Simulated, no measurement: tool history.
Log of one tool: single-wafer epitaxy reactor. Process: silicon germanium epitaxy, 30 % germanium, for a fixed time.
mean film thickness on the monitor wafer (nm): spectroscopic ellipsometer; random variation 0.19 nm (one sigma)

run    day  wafer temperature setpoint (pyrometer-controlled) (°C)  chamber pressure (mTorr)  mean film thickness on the monitor wafer (nm)
  1  0.000                                                     590                     25300                                         59.474
  2  0.233                                                     583                     25300                                         51.091
  3  0.329                                                     593                     25300                                         64.114
  4  0.683                                                     593                     29200                                         67.817
  5  0.775                                                     587                     29200                                         60.008
  6  1.083                                                     587                     25400                                         56.019
  7  1.296                                                     584                     25000                                         51.571

Run 8 comes next. What will it give?
  8  1.450                                                     581                     24900                                              ?

{"run 8": {"mean film thickness on the monitor wafer (nm)": 48.721}}
